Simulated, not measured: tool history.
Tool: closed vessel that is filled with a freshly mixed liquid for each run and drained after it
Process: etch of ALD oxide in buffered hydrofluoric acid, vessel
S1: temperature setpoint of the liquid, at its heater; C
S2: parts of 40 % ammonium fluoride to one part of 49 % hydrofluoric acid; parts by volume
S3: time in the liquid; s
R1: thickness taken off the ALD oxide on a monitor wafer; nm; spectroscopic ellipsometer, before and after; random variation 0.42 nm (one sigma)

{"run": 1, "hour": 0.0, "S1": 25.0, "S2": 21.5, "S3": 35, "R1": 65.549}
{"run": 2, "hour": 7.7, "S1": 23.5, "S2": 21.5, "S3": 35, "R1": 60.238}
{"run": 3, "hour": 8.8, "S1": 24.5, "S2": 21.5, "S3": 35, "R1": 64.076}
{"run": 4, "hour": 11.7, "S1": 25.5, "S2": 21.5, "S3": 35, "R1": 67.833}
{"run": 5, "hour": 17.8, "S1": 26.0, "S2": 21.5, "S3": 35, "R1": 68.969}
{"run": 6, "hour": 19.3, "S1": 27.5, "S2": 21.5, "S3": 35, "R1": 74.977}

The next listed run, before its measurement:
{"run": 7, "hour": 23.9, "S1": 28.0, "S2": 21.5, "S3": 35, "R1": "?"}

R1: 77.324 nm

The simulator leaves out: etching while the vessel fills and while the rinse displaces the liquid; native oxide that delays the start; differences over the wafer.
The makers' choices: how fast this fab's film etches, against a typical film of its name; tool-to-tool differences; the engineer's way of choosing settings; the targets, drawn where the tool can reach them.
